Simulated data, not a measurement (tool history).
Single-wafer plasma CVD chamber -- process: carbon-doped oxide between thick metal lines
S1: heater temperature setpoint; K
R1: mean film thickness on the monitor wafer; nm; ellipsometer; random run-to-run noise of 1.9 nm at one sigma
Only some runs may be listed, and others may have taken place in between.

run 1 hour=0 | S1=623.15 chamber_pressure_(Torr)=5.91 RF_power_(W)=550 deposition_time_(s)=175 | R1=920.45
run 2 hour=8 | S1=624.15 chamber_pressure_(Torr)=5.74 RF_power_(W)=540 deposition_time_(s)=175 | R1=905.15
run 3 hour=9.7 | S1=629.15 chamber_pressure_(Torr)=5.74 RF_power_(W)=540 deposition_time_(s)=175 | R1=894
run 4 hour=12.9 | S1=623.15 chamber_pressure_(Torr)=5.74 RF_power_(W)=540 deposition_time_(s)=175 | R1=905.97
run 5 hour=17.5 | S1=623.15 chamber_pressure_(Torr)=5.74 RF_power_(W)=540 deposition_time_(s)=181 | R1=938.24
run 6 hour=24.3 | S1=624.15 chamber_pressure_(Torr)=5.55 RF_power_(W)=530 deposition_time_(s)=181 | R1=918.92

Run 7 is up next; what results do you expect?
run 7 hour=30.2 | S1=624.15 chamber_pressure_(Torr)=5.55 RF_power_(W)=530 deposition_time_(s)=181 | R1=?

{"run 7": {"R1": 917.86}}
